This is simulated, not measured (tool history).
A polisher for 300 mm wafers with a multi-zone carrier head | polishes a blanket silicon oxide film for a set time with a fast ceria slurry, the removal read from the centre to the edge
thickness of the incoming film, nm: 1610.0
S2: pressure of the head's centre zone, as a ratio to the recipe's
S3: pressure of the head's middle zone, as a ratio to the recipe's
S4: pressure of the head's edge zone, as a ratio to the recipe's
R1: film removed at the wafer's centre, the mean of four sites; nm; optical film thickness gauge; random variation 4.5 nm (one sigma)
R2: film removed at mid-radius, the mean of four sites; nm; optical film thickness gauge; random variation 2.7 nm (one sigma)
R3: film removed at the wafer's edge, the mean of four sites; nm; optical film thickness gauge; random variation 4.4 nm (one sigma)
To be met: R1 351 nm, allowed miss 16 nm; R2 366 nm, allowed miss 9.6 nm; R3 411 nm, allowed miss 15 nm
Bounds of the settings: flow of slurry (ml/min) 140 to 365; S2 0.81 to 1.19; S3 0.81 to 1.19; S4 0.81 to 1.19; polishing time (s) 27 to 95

{"run": 1, "day": 0.0, "flow of slurry (ml/min)": 235, "S2": 1, "S3": 1, "S4": 1, "polishing time (s)": 61, "R1": 462.74, "R2": 481.62, "R3": 482.21}
{"run": 2, "day": 0.062, "flow of slurry (ml/min)": 225, "S2": 0.96, "S3": 0.96, "S4": 0.98, "polishing time (s)": 59, "R1": 444.02, "R2": 451.85, "R3": 462.79}
{"run": 3, "day": 0.233, "flow of slurry (ml/min)": 225, "S2": 0.96, "S3": 0.96, "S4": 0.98, "polishing time (s)": 48, "R1": 356.42, "R2": 364.36, "R3": 379.61}
{"run": 4, "day": 0.467, "flow of slurry (ml/min)": 225, "S2": 0.96, "S3": 0.89, "S4": 0.98, "polishing time (s)": 48, "R1": 353.91, "R2": 343.71, "R3": 376.63}
{"run": 5, "day": 0.75, "flow of slurry (ml/min)": 225, "S2": 0.96, "S3": 0.89, "S4": 0.98, "polishing time (s)": 58, "R1": 422.67, "R2": 417, "R3": 455.04}
{"run": 6, "day": 0.962, "flow of slurry (ml/min)": 220, "S2": 0.93, "S3": 0.88, "S4": 0.97, "polishing time (s)": 57, "R1": 402.94, "R2": 403.77, "R3": 436.05}
{"run": 7, "day": 1.125, "flow of slurry (ml/min)": 215, "S2": 0.91, "S3": 0.86, "S4": 0.97, "polishing time (s)": 57, "R1": 395.54, "R2": 402.55, "R3": 436.99}
{"run": 8, "day": 1.158, "flow of slurry (ml/min)": 210, "S2": 0.9, "S3": 0.85, "S4": 0.97, "polishing time (s)": 56, "R1": 386.49, "R2": 383.51, "R3": 424.8}
{"run": 9, "day": 1.412, "flow of slurry (ml/min)": 205, "S2": 0.88, "S3": 0.85, "S4": 0.97, "polishing time (s)": 56, "R1": 384.42, "R2": 390.28, "R3": 423.4}
{"run": 10, "day": 1.512, "flow of slurry (ml/min)": 205, "S2": 0.88, "S3": 0.85, "S4": 0.97, "polishing time (s)": 56, "R1": 378.59, "R2": 382.89, "R3": 429.34}

Which of these 4 next moves meets every target?
{"run": "A", "day": 1.612, "flow of slurry (ml/min)": 215, "S2": 0.85, "S3": 0.85, "S4": 1, "polishing time (s)": 53, "R1": "?", "R2": "?", "R3": "?"}
{"run": "B", "day": 1.612, "flow of slurry (ml/min)": 270, "S2": 0.81, "S3": 0.97, "S4": 1.07, "polishing time (s)": 51, "R1": "?", "R2": "?", "R3": "?"}
{"run": "C", "day": 1.612, "flow of slurry (ml/min)": 210, "S2": 0.81, "S3": 0.93, "S4": 1.09, "polishing time (s)": 56, "R1": "?", "R2": "?", "R3": "?"}
{"run": "D", "day": 1.612, "flow of slurry (ml/min)": 170, "S2": 0.84, "S3": 0.89, "S4": 0.86, "polishing time (s)": 59, "R1": "?", "R2": "?", "R3": "?"}

move=A R1=358.42 R2=366.57 R3=409.02
move=B R1=342.23 R2=404.9 R3=414.94
move=C R1=362.75 R2=415.91 R3=449.34
move=D R1=379.26 R2=408.69 R3=412.85
A: meets every target
B: further off than the last run
C: further off than the last run
D: further off than the last run
Move A is the one to make.

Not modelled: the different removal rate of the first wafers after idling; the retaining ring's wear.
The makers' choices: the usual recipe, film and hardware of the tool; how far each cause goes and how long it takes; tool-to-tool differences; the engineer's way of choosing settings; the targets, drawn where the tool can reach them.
